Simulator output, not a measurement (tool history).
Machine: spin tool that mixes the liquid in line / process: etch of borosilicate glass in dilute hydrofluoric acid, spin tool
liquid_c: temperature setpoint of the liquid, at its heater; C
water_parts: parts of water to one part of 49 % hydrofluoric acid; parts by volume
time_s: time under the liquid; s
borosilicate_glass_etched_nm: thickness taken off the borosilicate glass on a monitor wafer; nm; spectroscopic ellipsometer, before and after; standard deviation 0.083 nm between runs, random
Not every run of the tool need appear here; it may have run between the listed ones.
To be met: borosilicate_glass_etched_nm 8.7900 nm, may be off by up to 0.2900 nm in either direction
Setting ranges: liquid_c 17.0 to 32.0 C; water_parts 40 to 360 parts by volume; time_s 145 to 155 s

run 1 hour=0.0 | liquid_c=24.0 water_parts=200 time_s=145 | borosilicate_glass_etched_nm=15.3480
run 2 hour=5.8 | liquid_c=21.5 water_parts=200 time_s=145 | borosilicate_glass_etched_nm=13.9200
run 3 hour=6.9 | liquid_c=23.0 water_parts=200 time_s=145 | borosilicate_glass_etched_nm=14.9720
run 4 hour=15.7 | liquid_c=21.5 water_parts=215 time_s=145 | borosilicate_glass_etched_nm=13.0240
run 5 hour=19.7 | liquid_c=20.5 water_parts=230 time_s=145 | borosilicate_glass_etched_nm=11.5930
run 6 hour=26.8 | liquid_c=19.5 water_parts=240 time_s=145 | borosilicate_glass_etched_nm=10.4620
run 7 hour=30.9 | liquid_c=19.0 water_parts=245 time_s=145 | borosilicate_glass_etched_nm=10.1340
run 8 hour=35.5 | liquid_c=18.5 water_parts=250 time_s=145 | borosilicate_glass_etched_nm=9.5280
run 9 hour=38.7 | liquid_c=18.0 water_parts=250 time_s=145 | borosilicate_glass_etched_nm=9.3642

Consider the 5 candidate settings below. Which is the only one whose results all fall within their allowed miss of target?
run A hour=41.9 | liquid_c=20.5 water_parts=285 time_s=155 | borosilicate_glass_etched_nm=?
run B hour=41.9 | liquid_c=19.0 water_parts=255 time_s=145 | borosilicate_glass_etched_nm=?
run C hour=41.9 | liquid_c=17.0 water_parts=255 time_s=145 | borosilicate_glass_etched_nm=?
run D hour=41.9 | liquid_c=19.0 water_parts=275 time_s=155 | borosilicate_glass_etched_nm=?
run E hour=41.9 | liquid_c=18.5 water_parts=285 time_s=145 | borosilicate_glass_etched_nm=?

move=A borosilicate_glass_etched_nm=9.3300
move=B borosilicate_glass_etched_nm=9.4809
move=C borosilicate_glass_etched_nm=8.7817
move=D borosilicate_glass_etched_nm=9.2300
move=E borosilicate_glass_etched_nm=8.1050
A: moves toward the targets from the last run without getting all of them in spec
B: further off than the last run
C: every result lands within tolerance
D: moves toward the targets from the last run without getting all of them in spec
E: the result that was furthest off in the last run now lies on the other side of its target
So the answer is move C, the one that meets all the targets.
